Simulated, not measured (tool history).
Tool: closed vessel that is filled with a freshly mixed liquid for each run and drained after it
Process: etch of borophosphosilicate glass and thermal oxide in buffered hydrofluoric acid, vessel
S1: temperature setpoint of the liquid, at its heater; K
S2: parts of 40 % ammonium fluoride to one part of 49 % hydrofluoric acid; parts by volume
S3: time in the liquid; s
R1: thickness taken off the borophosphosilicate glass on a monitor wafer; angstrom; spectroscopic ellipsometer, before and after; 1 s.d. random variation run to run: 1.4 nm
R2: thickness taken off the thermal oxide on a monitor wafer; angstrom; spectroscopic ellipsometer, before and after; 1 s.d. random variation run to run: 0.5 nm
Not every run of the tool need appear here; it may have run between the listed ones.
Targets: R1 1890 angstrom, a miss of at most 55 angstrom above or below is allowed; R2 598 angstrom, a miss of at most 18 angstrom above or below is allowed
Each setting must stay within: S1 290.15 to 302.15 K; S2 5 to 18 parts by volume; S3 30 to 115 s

{"run": 1, "hour": 0.0, "S1": 294.15, "S2": 11, "S3": 60, "R1": 1630.6, "R2": 522.56}
{"run": 2, "hour": 6.9, "S1": 292.15, "S2": 11, "S3": 60, "R1": 1470.2, "R2": 472.3}
{"run": 3, "hour": 15.6, "S1": 292.65, "S2": 11, "S3": 60, "R1": 1498.6, "R2": 477.72}
{"run": 4, "hour": 21.5, "S1": 292.65, "S2": 13.5, "S3": 60, "R1": 1213.3, "R2": 391.73}
{"hour": 26.2, "done": "hydrofluoric acid flow meter replaced"}
{"run": 5, "hour": 26.2, "S1": 292.65, "S2": 13.5, "S3": 45, "R1": 881.33, "R2": 280.49}
{"run": 6, "hour": 27.6, "S1": 292.65, "S2": 11, "S3": 45, "R1": 1068.2, "R2": 343.84}
{"run": 7, "hour": 32.1, "S1": 293.65, "S2": 11, "S3": 45, "R1": 1131.6, "R2": 362.22}
{"run": 8, "hour": 33.9, "S1": 294.65, "S2": 11, "S3": 45, "R1": 1217.9, "R2": 380.68}
{"run": 9, "hour": 42.5, "S1": 295.15, "S2": 11, "S3": 45, "R1": 1234.4, "R2": 390.27}
{"run": 10, "hour": 48.7, "S1": 295.65, "S2": 11, "S3": 45, "R1": 1279, "R2": 406.87}
{"run": 11, "hour": 53.3, "S1": 296.15, "S2": 11, "S3": 45, "R1": 1306.3, "R2": 417.92}
{"run": 12, "hour": 53.9, "S1": 296.65, "S2": 11, "S3": 45, "R1": 1347.3, "R2": 429.39}
{"run": 13, "hour": 55.6, "S1": 297.15, "S2": 11, "S3": 45, "R1": 1392.4, "R2": 439.41}
{"run": 14, "hour": 64.2, "S1": 297.65, "S2": 11, "S3": 45, "R1": 1429, "R2": 446.26}
{"run": 15, "hour": 72.6, "S1": 298.15, "S2": 11, "S3": 45, "R1": 1436.5, "R2": 474.57}
{"run": 16, "hour": 78.2, "S1": 298.15, "S2": 10.5, "S3": 45, "R1": 1527.4, "R2": 482.51}
{"run": 17, "hour": 82.3, "S1": 298.65, "S2": 10.5, "S3": 45, "R1": 1552.3, "R2": 499.35}
{"run": 18, "hour": 82.9, "S1": 298.65, "S2": 10.5, "S3": 45, "R1": 1557.7, "R2": 498.58}
{"run": 19, "hour": 84.6, "S1": 299.15, "S2": 10.5, "S3": 45, "R1": 1593.4, "R2": 518.97}
{"run": 20, "hour": 91.5, "S1": 301.65, "S2": 9.5, "S3": 45, "R1": 2010.5, "R2": 622.57}
{"run": 21, "hour": 93.0, "S1": 300.15, "S2": 9.5, "S3": 45, "R1": 1836.4, "R2": 587.59}

Next run, 4 choices. One meets every target within its allowed miss, the rest don't. Which?
{"run": "A", "hour": 94.5, "S1": 296.15, "S2": 5, "S3": 30, "R1": "?", "R2": "?"}
{"run": "B", "hour": 94.5, "S1": 302.15, "S2": 17.5, "S3": 70, "R1": "?", "R2": "?"}
{"run": "C", "hour": 94.5, "S1": 297.15, "S2": 5, "S3": 30, "R1": "?", "R2": "?"}
{"run": "D", "hour": 94.5, "S1": 300.15, "S2": 10, "S3": 45, "R1": "?", "R2": "?"}

move=A R1=1784.1 R2=565.22
move=B R1=1746.7 R2=563.43
move=C R1=1882.3 R2=596.9
move=D R1=1751.6 R2=562.92
A: its largest miss is bigger than the last run's
B: its largest miss is bigger than the last run's
C: all results land within tolerance of their targets
D: its largest miss is bigger than the last run's
Move C is the one to make.

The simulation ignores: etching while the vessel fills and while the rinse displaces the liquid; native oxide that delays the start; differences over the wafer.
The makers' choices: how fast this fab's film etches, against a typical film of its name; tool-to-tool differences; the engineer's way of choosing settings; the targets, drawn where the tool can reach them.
